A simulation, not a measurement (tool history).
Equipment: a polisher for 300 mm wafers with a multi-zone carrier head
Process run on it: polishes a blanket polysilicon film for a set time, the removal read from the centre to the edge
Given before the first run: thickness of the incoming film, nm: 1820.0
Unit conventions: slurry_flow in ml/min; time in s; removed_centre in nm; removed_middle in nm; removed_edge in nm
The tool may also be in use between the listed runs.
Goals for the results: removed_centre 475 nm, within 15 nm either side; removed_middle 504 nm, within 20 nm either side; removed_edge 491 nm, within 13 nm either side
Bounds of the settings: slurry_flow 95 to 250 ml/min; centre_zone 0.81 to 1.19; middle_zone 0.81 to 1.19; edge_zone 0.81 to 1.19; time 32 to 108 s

Run 1, day 0: slurry_flow 160 ml/min, centre_zone 1, middle_zone 1, edge_zone 1, time 70 s. Result: removed_centre 664.24 nm, removed_middle 648.11 nm, removed_edge 656.68 nm.
Run 2, day 0.292: slurry_flow 160 ml/min, centre_zone 1, middle_zone 1.07, edge_zone 1, time 70 s. Result: removed_centre 656.76 nm, removed_middle 681.87 nm, removed_edge 654.95 nm.
Run 3, day 0.558: slurry_flow 155 ml/min, centre_zone 0.98, middle_zone 1.05, edge_zone 0.97, time 67 s. Result: removed_centre 621.32 nm, removed_middle 640.37 nm, removed_edge 627.24 nm.
Run 4, day 0.588: slurry_flow 155 ml/min, centre_zone 0.98, middle_zone 1.05, edge_zone 0.97, time 56 s. Result: removed_centre 514.66 nm, removed_middle 540.79 nm, removed_edge 515.88 nm.
Run 5, day 0.675: slurry_flow 155 ml/min, centre_zone 0.98, middle_zone 1.05, edge_zone 1.05, time 56 s. Result: removed_centre 510.8 nm, removed_middle 546.81 nm, removed_edge 542.3 nm.
Run 6, day 1: slurry_flow 155 ml/min, centre_zone 0.98, middle_zone 1.05, edge_zone 1.13, time 56 s. Result: removed_centre 515.72 nm, removed_middle 539.99 nm, removed_edge 558.38 nm.
Run 7, day 1.367: slurry_flow 145 ml/min, centre_zone 0.98, middle_zone 1.05, edge_zone 1.1, time 55 s. Result: removed_centre 500.77 nm, removed_middle 511.05 nm, removed_edge 541.07 nm.
Run 8, day 1.458: slurry_flow 145 ml/min, centre_zone 0.98, middle_zone 1.05, edge_zone 1.1, time 55 s. Result: removed_centre 495.75 nm, removed_middle 527.65 nm, removed_edge 534.66 nm.
Run 9, day 1.508: slurry_flow 135 ml/min, centre_zone 0.99, middle_zone 1.05, edge_zone 1.08, time 55 s. Result: removed_centre 486.33 nm, removed_middle 510.15 nm, removed_edge 532.9 nm.
Run 10, day 1.65: slurry_flow 135 ml/min, centre_zone 0.99, middle_zone 1.05, edge_zone 1.05, time 55 s. Result: removed_centre 492.93 nm, removed_middle 524.68 nm, removed_edge 518.56 nm.
Run 11, day 1.721: slurry_flow 130 ml/min, centre_zone 0.99, middle_zone 1.05, edge_zone 1.04, time 55 s. Result: removed_centre 484.6 nm, removed_middle 515.34 nm, removed_edge 512.01 nm.
Run 12, day 2.033: slurry_flow 125 ml/min, centre_zone 0.99, middle_zone 1.05, edge_zone 1.03, time 55 s. Result: removed_centre 487.4 nm, removed_middle 506.37 nm, removed_edge 503 nm.
Run 13, day 2.117: slurry_flow 125 ml/min, centre_zone 0.99, middle_zone 1.05, edge_zone 1.03, time 55 s. Result: removed_centre 489.08 nm, removed_middle 502.2 nm, removed_edge 506.89 nm.
Run 14, day 2.246: slurry_flow 125 ml/min, centre_zone 0.99, middle_zone 1.06, edge_zone 1.02, time 55 s. Result: removed_centre 487.89 nm, removed_middle 517.29 nm, removed_edge 513.16 nm.

5 candidate next runs follow, results not yet known. Just one meets every target within its allowed miss. Identify it.
Run A, day 2.375: slurry_flow 115 ml/min, centre_zone 1.04, middle_zone 0.97, edge_zone 1.09, time 58 s. Result: removed_centre ?, removed_middle ?, removed_edge ?.
Run B, day 2.375: slurry_flow 115 ml/min, centre_zone 1.05, middle_zone 1.01, edge_zone 1.03, time 55 s. Result: removed_centre ?, removed_middle ?, removed_edge ?.
Run C, day 2.375: slurry_flow 140 ml/min, centre_zone 0.99, middle_zone 1.08, edge_zone 1.04, time 52 s. Result: removed_centre ?, removed_middle ?, removed_edge ?.
Run D, day 2.375: slurry_flow 100 ml/min, centre_zone 1.04, middle_zone 1, edge_zone 1.04, time 58 s. Result: removed_centre ?, removed_middle ?, removed_edge ?.
Run E, day 2.375: slurry_flow 145 ml/min, centre_zone 1.02, middle_zone 1.04, edge_zone 1.01, time 54 s. Result: removed_centre ?, removed_middle ?, removed_edge ?.

move  removed_centre  removed_middle  removed_edge
   A          524.07          484.87        544.11
   B          500.45          473.38        501.42
   C          472.87          486.97        487.95
   D          507.79          482.11        521.26
   E          504.58          494.74        501.84
A: moves away from the targets compared with the last run
B: corrects the largest miss of the last run, while another result sits out of spec
C: in spec on every target
D: moves away from the targets compared with the last run
E: corrects the largest miss of the last run, while another result sits out of spec
Correct choice: C, which meets every target
